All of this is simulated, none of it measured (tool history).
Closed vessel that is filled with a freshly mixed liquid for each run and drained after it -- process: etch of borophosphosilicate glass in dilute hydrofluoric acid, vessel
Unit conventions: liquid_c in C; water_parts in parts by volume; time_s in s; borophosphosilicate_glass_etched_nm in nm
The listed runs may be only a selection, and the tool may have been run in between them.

run,day,liquid_c,water_parts,time_s,borophosphosilicate_glass_etched_nm
1,0.000,23.0,180,85,22.249
2,0.050,23.5,165,85,25.289
3,0.333,23.5,165,85,25.193
4,0.379,23.5,115,85,37.781
5,0.696,24.0,110,85,40.749
6,0.858,24.5,105,85,44.019
7,1.004,24.5,105,85,43.905
8,1.121,25.0,105,85,44.077
9,1.379,25.5,100,85,48.521
10,1.675,26.0,100,85,49.417
11,1.950,26.5,100,85,50.214
12,2.242,27.0,100,85,51.641
13,2.408,27.5,100,85,51.538
14,2.554,31.0,65,85,96.999
15,2.775,30.5,65,85,94.004
16,3.038,30.0,65,85,92.392
17,3.183,30.0,65,85,93.423
18,3.262,29.5,65,85,89.700
19,3.292,29.0,65,85,90.384
20,3.417,28.5,65,85,86.803
21,3.675,28.0,65,85,85.371
22,3.833,27.5,65,85,83.965

Estimate the outcome of run 23 from the log above:
23,4.075,27.0,65,85,?

Logged for run 23: borophosphosilicate_glass_etched_nm 82.275 nm.
